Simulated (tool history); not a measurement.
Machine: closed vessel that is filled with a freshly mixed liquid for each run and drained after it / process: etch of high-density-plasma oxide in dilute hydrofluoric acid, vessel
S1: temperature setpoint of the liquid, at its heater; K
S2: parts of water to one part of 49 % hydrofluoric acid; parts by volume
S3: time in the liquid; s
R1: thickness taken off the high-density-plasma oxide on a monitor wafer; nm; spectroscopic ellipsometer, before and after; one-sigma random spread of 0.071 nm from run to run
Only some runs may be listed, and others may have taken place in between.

run,hour,S1,S2,S3,R1
1,0.0,298.15,255,290,5.1137
2,3.3,299.15,245,290,5.4893
3,9.7,301.15,245,290,5.9107
4,16.6,301.65,235,290,6.2915
5,22.1,301.65,235,290,6.3694
6,28.9,302.15,230,290,6.5789
7,35.3,302.65,225,290,6.8807
8,43.3,303.15,220,290,7.2784
9,47.8,303.65,215,290,7.5673
10,55.9,304.15,210,290,7.9592

The next listed run, before its measurement:
11,57.5,304.15,205,290,?

For run 11 the tool returned R1 8.2009 nm.
